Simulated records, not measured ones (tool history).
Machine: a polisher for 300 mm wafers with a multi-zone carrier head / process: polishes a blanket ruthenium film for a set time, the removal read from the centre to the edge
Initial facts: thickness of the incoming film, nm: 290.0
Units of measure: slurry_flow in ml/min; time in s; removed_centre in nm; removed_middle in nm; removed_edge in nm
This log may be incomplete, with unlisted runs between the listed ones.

| run | hour | slurry_flow | centre_zone | middle_zone | edge_zone | time | removed_centre | removed_middle | removed_edge |
|---|---|---|---|---|---|---|---|---|---|
| 1 | 0 | 150 | 1 | 1 | 1 | 83 | 103.24 | 102.25 | 103.21 |
| 2 | 6.6 | 150 | 1 | 1 | 0.94 | 83 | 107.09 | 99.997 | 101.22 |
| 3 | 14 | 155 | 1.01 | 0.99 | 0.98 | 90 | 115.05 | 109.03 | 109.09 |
| 4 | 15 | 155 | 1.01 | 0.99 | 1.03 | 90 | 115.3 | 109.97 | 113.94 |
|  | 20.2 | slurry nozzle cleaned |
| 5 | 20.2 | 130 | 1.01 | 0.99 | 1.03 | 90 | 116.83 | 110.93 | 114.83 |
| 6 | 28.9 | 130 | 1.01 | 0.99 | 1.06 | 95 | 120.71 | 116.52 | 122.57 |
| 7 | 34.7 | 130 | 1.02 | 0.99 | 1.08 | 99 | 130.43 | 122.17 | 129.01 |
| 8 | 39.3 | 130 | 1.02 | 0.99 | 1.1 | 102 | 134.69 | 125.99 | 135.78 |
| 9 | 46.1 | 130 | 1.02 | 1 | 1.11 | 104 | 137.41 | 130.72 | 138.85 |
| 10 | 53.1 | 130 | 1.02 | 1 | 1.12 | 106 | 136.98 | 132.91 | 137.31 |
| 11 | 61.3 | 130 | 1.02 | 0.99 | 1.13 | 108 | 140.35 | 133.27 | 144.77 |
| 12 | 67.3 | 130 | 1.02 | 0.99 | 1.13 | 110 | 146.03 | 136.02 | 145.61 |
| 13 | 73.3 | 130 | 1.02 | 0.99 | 1.14 | 111 | 147.53 | 136.36 | 147.75 |
| 14 | 74.2 | 130 | 1.02 | 0.99 | 1.14 | 111 | 141.73 | 138.33 | 150.54 |

Predict the results of run 15:
| 15 | 75.2 | 130 | 1.02 | 0.99 | 1.14 | 111 | ? | ? | ? |

removed_centre: 143.65 nm
removed_middle: 136.05 nm
removed_edge: 150.07 nm
